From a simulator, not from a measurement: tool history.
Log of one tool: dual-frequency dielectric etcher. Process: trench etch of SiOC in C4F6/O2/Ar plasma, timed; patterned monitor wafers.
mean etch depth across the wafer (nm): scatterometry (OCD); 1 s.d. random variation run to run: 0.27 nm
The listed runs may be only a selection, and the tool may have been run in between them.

run  hour  source power (kW)  bias power (kW)  etch time (s)  mean etch depth across the wafer (nm)
  1   0.0              0.360            0.258           28.0                                 61.693
  2   8.8              0.390            0.258           28.0                                 63.977
  3  11.4              0.410            0.260           28.0                                 65.206
  4  17.4              0.410            0.242           28.0                                 63.559
  5  19.0              0.410            0.242           29.5                                 67.131
  6  22.2              0.410            0.242           28.0                                 63.859
  7  29.0              0.430            0.245           28.0                                 65.389

Predict the results of run 8:
  8  34.8              0.450            0.247           28.0                                      ?

{"run 8": {"mean etch depth across the wafer (nm)": 66.667}}
